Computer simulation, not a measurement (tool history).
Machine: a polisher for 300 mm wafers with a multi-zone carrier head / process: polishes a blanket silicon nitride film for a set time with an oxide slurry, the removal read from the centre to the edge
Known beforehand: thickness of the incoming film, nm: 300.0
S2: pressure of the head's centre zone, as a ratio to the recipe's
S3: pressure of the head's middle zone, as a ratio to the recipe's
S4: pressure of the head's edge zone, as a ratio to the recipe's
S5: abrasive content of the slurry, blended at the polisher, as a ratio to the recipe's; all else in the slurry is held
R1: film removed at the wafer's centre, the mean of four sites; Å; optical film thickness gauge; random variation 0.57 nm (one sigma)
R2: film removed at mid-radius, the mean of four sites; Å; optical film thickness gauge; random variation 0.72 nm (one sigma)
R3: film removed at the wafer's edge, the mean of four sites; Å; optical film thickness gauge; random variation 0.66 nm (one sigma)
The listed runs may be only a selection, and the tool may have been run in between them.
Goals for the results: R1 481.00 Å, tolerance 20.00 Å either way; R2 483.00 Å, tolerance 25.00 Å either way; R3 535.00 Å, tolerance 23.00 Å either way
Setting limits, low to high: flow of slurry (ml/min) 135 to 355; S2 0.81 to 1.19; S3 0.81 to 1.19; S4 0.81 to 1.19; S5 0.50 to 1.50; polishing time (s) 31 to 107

run 1 hour=0.0 | flow_of_slurry_(ml/min)=225 S2=1.00 S3=1.00 S4=1.00 S5=1.00 polishing_time_(s)=69 | R1=597.85 R2=592.36 R3=600.51
run 2 hour=8.9 | flow_of_slurry_(ml/min)=225 S2=1.00 S3=1.00 S4=1.05 S5=1.00 polishing_time_(s)=69 | R1=580.06 R2=619.06 R3=612.78
run 3 hour=10.2 | flow_of_slurry_(ml/min)=180 S2=1.00 S3=1.00 S4=1.05 S5=1.00 polishing_time_(s)=69 | R1=558.55 R2=586.04 R3=598.07
run 4 hour=11.0 | flow_of_slurry_(ml/min)=175 S2=0.99 S3=0.99 S4=1.04 S5=0.95 polishing_time_(s)=69 | R1=538.82 R2=553.21 R3=574.43
run 5 hour=15.4 | flow_of_slurry_(ml/min)=170 S2=0.98 S3=0.98 S4=1.04 S5=0.95 polishing_time_(s)=69 | R1=521.34 R2=540.03 R3=559.07
run 6 hour=23.6 | flow_of_slurry_(ml/min)=165 S2=0.97 S3=0.97 S4=1.04 S5=0.95 polishing_time_(s)=69 | R1=532.03 R2=530.72 R3=576.83
run 7 hour=29.4 | flow_of_slurry_(ml/min)=165 S2=0.96 S3=0.97 S4=1.04 S5=0.95 polishing_time_(s)=69 | R1=520.20 R2=531.75 R3=563.38
run 8 hour=38.1 | flow_of_slurry_(ml/min)=160 S2=0.95 S3=0.96 S4=1.04 S5=0.95 polishing_time_(s)=69 | R1=508.05 R2=521.54 R3=556.61

5 next moves are on the table. One of them brings every result within its allowed miss. Which?
run A hour=46.8 | flow_of_slurry_(ml/min)=175 S2=0.95 S3=0.93 S4=1.09 S5=0.95 polishing_time_(s)=63 | R1=? R2=? R3=?
run B hour=46.8 | flow_of_slurry_(ml/min)=170 S2=0.98 S3=0.97 S4=1.00 S5=0.90 polishing_time_(s)=64 | R1=? R2=? R3=?
run C hour=46.8 | flow_of_slurry_(ml/min)=235 S2=0.96 S3=0.83 S4=0.89 S5=0.90 polishing_time_(s)=62 | R1=? R2=? R3=?
run D hour=46.8 | flow_of_slurry_(ml/min)=145 S2=1.06 S3=1.07 S4=1.01 S5=0.75 polishing_time_(s)=69 | R1=? R2=? R3=?
run E hour=46.8 | flow_of_slurry_(ml/min)=160 S2=1.01 S3=0.85 S4=1.03 S5=1.00 polishing_time_(s)=59 | R1=? R2=? R3=?

move=A R1=480.23 R2=470.79 R3=536.05
move=B R1=483.98 R2=476.71 R3=503.26
move=C R1=487.44 R2=430.08 R3=481.18
move=D R1=480.77 R2=477.56 R3=471.52
move=E R1=480.67 R2=414.51 R3=496.19
A: in spec on every target
B: brings the result that was furthest off to its target, and leaves another outside
C: takes the result that was furthest off past its target
D: brings the result that was furthest off to its target, and leaves another outside
E: takes the result that was furthest off past its target
Move A is the one to make.
